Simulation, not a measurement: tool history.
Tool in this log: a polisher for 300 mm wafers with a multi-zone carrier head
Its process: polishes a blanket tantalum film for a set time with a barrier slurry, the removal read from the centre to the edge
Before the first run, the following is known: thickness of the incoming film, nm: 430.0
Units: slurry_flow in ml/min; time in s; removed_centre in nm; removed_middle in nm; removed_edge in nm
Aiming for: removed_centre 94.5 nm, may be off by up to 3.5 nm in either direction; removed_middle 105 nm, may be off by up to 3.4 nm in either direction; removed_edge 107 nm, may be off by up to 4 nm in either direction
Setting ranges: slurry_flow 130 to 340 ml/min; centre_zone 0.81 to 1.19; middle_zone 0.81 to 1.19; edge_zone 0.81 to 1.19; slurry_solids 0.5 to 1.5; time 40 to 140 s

run    day  slurry_flow  centre_zone  middle_zone  edge_zone  slurry_solids  time  removed_centre  removed_middle  removed_edge
  1      0          220            1            1          1              1    90          141.39           142.9        136.88
  2  0.342          210         0.95         0.97       0.98           0.85    89          123.53          128.67        131.11
  3  0.525          210         0.95         0.97       0.98           0.85   111          157.59          162.85        159.71
  4  0.804          205         0.93         0.97       0.95           0.75   103          137.29          143.03        143.95
  5  1.062          205         0.91         0.98       0.93            0.7    97          125.35          130.87        126.85
  6  1.188          195         0.88         0.97       0.93           0.65    95          111.66          124.53        120.54
  7  1.338          185         0.86         0.94       0.91            0.6    95          103.19          115.67        117.05
  8  1.662          180         0.86         0.93       0.89            0.6    95          105.87          114.07        113.13
  9  1.783          160         0.81          0.9        0.9            0.5    92          85.601          97.872        104.08
 10  1.967          175         0.82          0.9        0.9            0.5    92          89.129          99.914        105.37
 11  2.325          185         0.82          0.9        0.9            0.5    92          91.303           100.6         104.5
 12  2.538          190         0.82         0.91       0.91            0.5    92          89.929          104.49         105.2

Exactly one of the 4 candidate moves below puts every result within its allowed miss. Which one?
  A  2.75          240         0.89         1.03       0.81            0.5    90               ?               ?             ?
  B  2.75          220         0.93         0.96       0.81            0.5    88               ?               ?             ?
  C  2.75          235         0.94            1       0.81            0.5    89               ?               ?             ?
  D  2.75          225         0.83         0.91       0.92            0.5    91               ?               ?             ?

move  removed_centre  removed_middle  removed_edge
   A          100.59          116.67        100.97
   B          101.39          106.19        97.925
   C          104.76          112.18        99.678
   D          93.785          105.39        106.69
A: pushes the last run's worst result past its target
B: pushes the last run's worst result past its target
C: pushes the last run's worst result past its target
D: hits every target within its allowed miss
The move that meets every target is D.
